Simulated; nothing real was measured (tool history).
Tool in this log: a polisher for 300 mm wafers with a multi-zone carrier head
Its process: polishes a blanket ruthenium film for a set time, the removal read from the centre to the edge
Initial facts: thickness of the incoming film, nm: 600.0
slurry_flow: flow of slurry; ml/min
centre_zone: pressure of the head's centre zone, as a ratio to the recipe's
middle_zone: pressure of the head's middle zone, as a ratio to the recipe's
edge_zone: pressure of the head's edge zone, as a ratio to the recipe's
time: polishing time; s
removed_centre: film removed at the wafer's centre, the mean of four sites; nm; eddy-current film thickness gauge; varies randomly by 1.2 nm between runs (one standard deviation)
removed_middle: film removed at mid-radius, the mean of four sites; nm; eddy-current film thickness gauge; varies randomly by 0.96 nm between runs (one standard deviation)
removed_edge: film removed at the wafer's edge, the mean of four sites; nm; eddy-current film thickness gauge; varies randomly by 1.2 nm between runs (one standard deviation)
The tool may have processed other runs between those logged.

run  hour  slurry_flow  centre_zone  middle_zone  edge_zone  time  removed_centre  removed_middle  removed_edge
  1     0          300            1            1          1    82          80.359           75.34        74.894
  2   2.5          300            1         1.01       1.02    84          82.485          76.643        76.836
  3   5.6          300            1         0.93       1.02    84          84.366          73.506        77.156
  4  13.6          300            1         0.93       0.98    84          83.903          73.359         76.58
  5  19.4          300         0.99         0.95       0.98    87          86.599          77.502        77.278
  6  28.1          305         0.99         0.98          1    89          88.151          81.259         79.61
  7  33.2          300         0.98         0.99       1.03    91           89.19          83.481        83.641
  8  34.6          300         0.98         0.99       1.03    91          86.487          85.356        83.363
  9  36.9          300         0.99            1       1.04    92          90.892          85.619        84.799
 10  39.7          300         0.99         1.01       1.05    93          93.214          87.353        87.488
 11  48.6          300         0.99         1.02       1.06    93          92.901          87.238        87.026
     54.9  -- centre zone pressure recalibrated
 12  54.9          300         0.98         1.03       1.07    94           82.36          89.834        87.614
 13  59.9          300         0.99         1.03       1.07    95          84.484          89.394        89.621

The next listed run, before its measurement:
 14  66.2          300         0.99         1.03       1.06    96               ?               ?             ?

{"run 14": {"removed_centre": 84.485, "removed_middle": 90.889, "removed_edge": 88.267}}
